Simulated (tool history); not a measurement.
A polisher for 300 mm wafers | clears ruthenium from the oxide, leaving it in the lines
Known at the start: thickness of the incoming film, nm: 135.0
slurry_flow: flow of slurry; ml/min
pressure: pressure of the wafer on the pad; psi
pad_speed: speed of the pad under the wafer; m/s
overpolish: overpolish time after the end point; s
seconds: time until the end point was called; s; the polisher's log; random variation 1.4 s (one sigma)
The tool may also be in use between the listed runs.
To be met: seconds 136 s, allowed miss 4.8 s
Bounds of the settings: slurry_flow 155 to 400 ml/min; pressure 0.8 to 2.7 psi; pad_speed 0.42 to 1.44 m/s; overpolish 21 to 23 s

{"run": 1, "hour": 0.0, "slurry_flow": 255, "pressure": 1.7, "pad_speed": 0.92, "overpolish": 21, "seconds": 191.47}
{"run": 2, "hour": 5.3, "slurry_flow": 255, "pressure": 1.8, "pad_speed": 0.92, "overpolish": 21, "seconds": 184.93}
{"run": 3, "hour": 11.3, "slurry_flow": 255, "pressure": 1.6, "pad_speed": 0.92, "overpolish": 21, "seconds": 205.97}
{"run": 4, "hour": 12.3, "slurry_flow": 255, "pressure": 1.6, "pad_speed": 0.92, "overpolish": 21, "seconds": 206.12}
{"run": 5, "hour": 17.5, "slurry_flow": 305, "pressure": 1.6, "pad_speed": 0.92, "overpolish": 21, "seconds": 204.14}
{"run": 6, "hour": 21.4, "slurry_flow": 335, "pressure": 1.6, "pad_speed": 0.92, "overpolish": 21, "seconds": 203.82}
{"run": 7, "hour": 23.2, "slurry_flow": 335, "pressure": 1.8, "pad_speed": 0.92, "overpolish": 21, "seconds": 181.38}
{"run": 8, "hour": 25.7, "slurry_flow": 335, "pressure": 1.9, "pad_speed": 0.92, "overpolish": 21, "seconds": 171.38}
{"run": 9, "hour": 26.4, "slurry_flow": 335, "pressure": 2, "pad_speed": 0.92, "overpolish": 21, "seconds": 161.9}
{"run": 10, "hour": 30.1, "slurry_flow": 335, "pressure": 2.3, "pad_speed": 0.92, "overpolish": 21, "seconds": 143.17}

5 next moves are on the table. One of them brings every result within its allowed miss. Which?
{"run": "A", "hour": 33.8, "slurry_flow": 400, "pressure": 2.7, "pad_speed": 0.86, "overpolish": 21, "seconds": "?"}
{"run": "B", "hour": 33.8, "slurry_flow": 355, "pressure": 2.3, "pad_speed": 0.86, "overpolish": 21, "seconds": "?"}
{"run": "C", "hour": 33.8, "slurry_flow": 330, "pressure": 2.1, "pad_speed": 0.94, "overpolish": 23, "seconds": "?"}
{"run": "D", "hour": 33.8, "slurry_flow": 375, "pressure": 2.6, "pad_speed": 0.84, "overpolish": 21, "seconds": "?"}
{"run": "E", "hour": 33.8, "slurry_flow": 345, "pressure": 2.1, "pad_speed": 0.96, "overpolish": 21, "seconds": "?"}

move=A seconds=129.53
move=B seconds=152.92
move=C seconds=154.26
move=D seconds=138.15
move=E seconds=150.57
A: takes the result that was furthest off past its target
B: further off than the last run
C: further off than the last run
D: meets every target
E: further off than the last run
The right move is D.

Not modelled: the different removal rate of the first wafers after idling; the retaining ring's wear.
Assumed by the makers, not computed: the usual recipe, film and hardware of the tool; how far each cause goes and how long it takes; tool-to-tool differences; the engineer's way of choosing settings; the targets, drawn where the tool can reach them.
